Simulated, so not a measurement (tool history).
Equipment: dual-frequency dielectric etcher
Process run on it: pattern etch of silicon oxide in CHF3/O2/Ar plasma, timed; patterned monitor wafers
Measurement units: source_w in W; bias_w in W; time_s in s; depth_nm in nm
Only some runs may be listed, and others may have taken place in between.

run 1 hour=0 | source_w=840 bias_w=207 time_s=379.5 | depth_nm=899.32
run 2 hour=7.3 | source_w=800 bias_w=204 time_s=378.5 | depth_nm=878.55
run 3 hour=12.2 | source_w=770 bias_w=201 time_s=377.5 | depth_nm=854.37
run 4 hour=13.4 | source_w=750 bias_w=200 time_s=377 | depth_nm=844
run 5 hour=16.6 | source_w=730 bias_w=199 time_s=376.5 | depth_nm=834.29
run 6 hour=25.3 | source_w=730 bias_w=199 time_s=379.5 | depth_nm=839.77
run 7 hour=33.5 | source_w=730 bias_w=199 time_s=379.5 | depth_nm=837.25
run 8 hour=39.2 | source_w=720 bias_w=198 time_s=379 | depth_nm=832.11
run 9 hour=40.2 | source_w=710 bias_w=197 time_s=379 | depth_nm=832.06
run 10 hour=43.9 | source_w=620 bias_w=188 time_s=376.5 | depth_nm=760.97
-- hour=52.8 bias power generator calibrated
run 11 hour=52.8 | source_w=630 bias_w=189 time_s=376.5 | depth_nm=760.34

Run 12 comes next. What will it give?
run 12 hour=57.6 | source_w=640 bias_w=190 time_s=376.5 | depth_nm=?

depth_nm: 768.89 nm
